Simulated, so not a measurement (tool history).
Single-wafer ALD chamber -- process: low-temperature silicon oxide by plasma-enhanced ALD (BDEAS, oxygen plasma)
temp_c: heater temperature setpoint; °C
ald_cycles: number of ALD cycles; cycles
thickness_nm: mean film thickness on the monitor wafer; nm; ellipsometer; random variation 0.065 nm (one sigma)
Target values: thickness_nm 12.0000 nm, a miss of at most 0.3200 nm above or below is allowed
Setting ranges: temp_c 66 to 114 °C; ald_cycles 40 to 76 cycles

Run 1, hour 0.0: temp_c 90 °C, ald_cycles 58 cycles. Result: thickness_nm 10.0110 nm.
Run 2, hour 6.7: temp_c 90 °C, ald_cycles 54 cycles. Result: thickness_nm 9.4703 nm.
Run 3, hour 15.3: temp_c 98 °C, ald_cycles 54 cycles. Result: thickness_nm 9.1034 nm.
Run 4, hour 20.9: temp_c 98 °C, ald_cycles 58 cycles. Result: thickness_nm 9.9069 nm.
Run 5, hour 24.3: temp_c 96 °C, ald_cycles 60 cycles. Result: thickness_nm 10.1280 nm.
Run 6, hour 31.8: temp_c 93 °C, ald_cycles 62 cycles. Result: thickness_nm 10.6390 nm.
Run 7, hour 38.6: temp_c 91 °C, ald_cycles 63 cycles. Result: thickness_nm 10.8460 nm.
Run 8, hour 39.5: temp_c 89 °C, ald_cycles 64 cycles. Result: thickness_nm 11.1140 nm.
At hour 42.0: thermocouple changed; heater temperature recalibrated.
Run 9, hour 42.0: temp_c 89 °C, ald_cycles 64 cycles. Result: thickness_nm 11.1390 nm.

Exactly one of the 4 candidate moves below puts every result within its allowed miss. Which one?
Run A, hour 44.5: temp_c 90 °C, ald_cycles 58 cycles. Result: thickness_nm ?.
Run B, hour 44.5: temp_c 91 °C, ald_cycles 61 cycles. Result: thickness_nm ?.
Run C, hour 44.5: temp_c 89 °C, ald_cycles 68 cycles. Result: thickness_nm ?.
Run D, hour 44.5: temp_c 99 °C, ald_cycles 74 cycles. Result: thickness_nm ?.

move  thickness_nm
   A       10.1230
   B       10.6130
   C       11.9060
   D       12.5470
A: the biggest miss grows against the last run
B: the biggest miss grows against the last run
C: meets every target
D: carries the result that was furthest off beyond its target, to the other side
Answer: C
